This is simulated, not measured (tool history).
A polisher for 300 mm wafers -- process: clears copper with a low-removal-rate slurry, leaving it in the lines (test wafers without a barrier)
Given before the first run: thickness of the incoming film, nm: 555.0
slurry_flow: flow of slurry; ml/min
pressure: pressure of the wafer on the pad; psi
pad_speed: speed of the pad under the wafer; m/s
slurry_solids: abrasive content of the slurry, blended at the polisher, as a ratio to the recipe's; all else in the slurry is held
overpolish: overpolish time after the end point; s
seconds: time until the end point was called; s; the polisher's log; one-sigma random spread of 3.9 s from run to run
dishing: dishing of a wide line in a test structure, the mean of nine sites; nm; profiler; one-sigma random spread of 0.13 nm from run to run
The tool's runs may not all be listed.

run  hour  slurry_flow  pressure  pad_speed  slurry_solids  overpolish  seconds  dishing
  1   0.0          200       3.5       0.94           1.00          19   163.79  27.8040
  2   3.0          200       3.5       0.84           1.00          19   181.76  25.7690
  3   9.6          230       3.3       0.72           1.15          16   212.08  22.0520
  4  15.9          210       3.3       0.64           1.05          13   243.07  17.3240
  5  20.1          210       2.9       0.64           1.05          13   263.12  16.2640
  6  27.1          210       2.9       0.54           1.05          13   310.24  14.4000
  7  35.9          185       3.3       0.52           0.90          11   300.31  12.8940
  8  39.2          170       3.8       0.50           0.80          10   293.40  12.1680
  9  44.4          155       4.2       0.48           0.70           9   291.24  11.4880
 10  46.1          145       4.5       0.48           0.65           8   279.39  10.5660
 11  50.3          140       4.7       0.50           0.60           7   264.21   9.6747
 12  54.5          140       4.7       0.50           0.60           7   280.86   9.7429

Run 13 has not been measured yet. What should we expect?
 13  60.7          145       4.8       0.62           0.65           6        ?        ?

{"run 13": {"seconds": 215.09, "dishing": 10.346}}
